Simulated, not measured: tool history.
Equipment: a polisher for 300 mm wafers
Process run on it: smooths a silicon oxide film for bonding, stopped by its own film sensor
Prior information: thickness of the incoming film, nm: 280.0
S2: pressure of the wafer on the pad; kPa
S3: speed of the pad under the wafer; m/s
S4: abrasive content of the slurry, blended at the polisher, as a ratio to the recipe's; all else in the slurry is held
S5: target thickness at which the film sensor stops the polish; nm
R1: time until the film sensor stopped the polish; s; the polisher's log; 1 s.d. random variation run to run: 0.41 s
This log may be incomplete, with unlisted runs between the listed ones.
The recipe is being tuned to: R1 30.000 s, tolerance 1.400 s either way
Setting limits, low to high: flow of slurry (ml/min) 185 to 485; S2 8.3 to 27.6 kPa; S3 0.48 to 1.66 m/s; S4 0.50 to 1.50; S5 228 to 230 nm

Run 1, hour 0.0: flow of slurry (ml/min) 310, S2 17.9 kPa, S3 1.06 m/s, S4 1.00, S5 230 nm. Result: R1 40.811 s.
Run 2, hour 4.9: flow of slurry (ml/min) 310, S2 15.2 kPa, S3 1.06 m/s, S4 1.00, S5 230 nm. Result: R1 47.276 s.
Run 3, hour 8.4: flow of slurry (ml/min) 310, S2 15.2 kPa, S3 1.06 m/s, S4 1.00, S5 228 nm. Result: R1 50.071 s.
Run 4, hour 12.7: flow of slurry (ml/min) 310, S2 19.3 kPa, S3 1.06 m/s, S4 1.00, S5 228 nm. Result: R1 41.088 s.
Run 5, hour 14.7: flow of slurry (ml/min) 375, S2 19.3 kPa, S3 1.06 m/s, S4 1.00, S5 228 nm. Result: R1 39.701 s.
Run 6, hour 21.4: flow of slurry (ml/min) 375, S2 20.7 kPa, S3 1.06 m/s, S4 1.00, S5 228 nm. Result: R1 37.313 s.
Run 7, hour 25.3: flow of slurry (ml/min) 375, S2 22.1 kPa, S3 1.06 m/s, S4 1.00, S5 228 nm. Result: R1 35.382 s.
Run 8, hour 28.7: flow of slurry (ml/min) 375, S2 22.8 kPa, S3 1.06 m/s, S4 1.00, S5 228 nm. Result: R1 34.008 s.
Run 9, hour 31.8: flow of slurry (ml/min) 375, S2 22.8 kPa, S3 1.06 m/s, S4 1.00, S5 228 nm. Result: R1 34.612 s.
Run 10, hour 40.4: flow of slurry (ml/min) 375, S2 23.4 kPa, S3 1.06 m/s, S4 1.00, S5 228 nm. Result: R1 33.356 s.

Consider the 5 candidate settings below. Which is the only one whose results all fall within their allowed miss of target?
Run A, hour 49.0: flow of slurry (ml/min) 390, S2 24.1 kPa, S3 1.16 m/s, S4 0.90, S5 230 nm. Result: R1 ?.
Run B, hour 49.0: flow of slurry (ml/min) 400, S2 22.8 kPa, S3 1.02 m/s, S4 0.75, S5 229 nm. Result: R1 ?.
Run C, hour 49.0: flow of slurry (ml/min) 395, S2 27.6 kPa, S3 0.84 m/s, S4 0.50, S5 230 nm. Result: R1 ?.
Run D, hour 49.0: flow of slurry (ml/min) 335, S2 21.4 kPa, S3 0.88 m/s, S4 1.10, S5 228 nm. Result: R1 ?.
Run E, hour 49.0: flow of slurry (ml/min) 370, S2 24.1 kPa, S3 0.76 m/s, S4 0.95, S5 228 nm. Result: R1 ?.

move      R1
   A  30.436
   B  37.183
   C  38.513
   D  39.160
   E  39.420
A: each result inside its tolerance
B: moves away from the targets compared with the last run
C: moves away from the targets compared with the last run
D: moves away from the targets compared with the last run
E: moves away from the targets compared with the last run
A is the move that brings every result within its allowed miss.
